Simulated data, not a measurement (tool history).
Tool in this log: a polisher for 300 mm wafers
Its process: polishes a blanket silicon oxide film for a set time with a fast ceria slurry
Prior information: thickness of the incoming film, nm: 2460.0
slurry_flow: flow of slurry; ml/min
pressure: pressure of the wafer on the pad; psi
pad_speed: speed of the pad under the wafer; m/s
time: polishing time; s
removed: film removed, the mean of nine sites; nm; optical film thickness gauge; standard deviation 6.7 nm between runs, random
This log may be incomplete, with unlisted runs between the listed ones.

run,hour,slurry_flow,pressure,pad_speed,time,removed
1,0.0,175,3.1,1.18,58,1356.9
2,3.1,175,3.1,1.04,58,1187.3
3,10.4,155,3.1,1.04,58,1178.6
4,12.3,155,3.0,1.04,58,1138.9
5,21.3,155,3.4,1.04,58,1290.8
6,23.1,150,3.3,1.04,58,1258.1

The next listed run, before its measurement:
7,29.5,150,3.2,1.04,58,?

{"run 7": {"removed": 1208.2}}

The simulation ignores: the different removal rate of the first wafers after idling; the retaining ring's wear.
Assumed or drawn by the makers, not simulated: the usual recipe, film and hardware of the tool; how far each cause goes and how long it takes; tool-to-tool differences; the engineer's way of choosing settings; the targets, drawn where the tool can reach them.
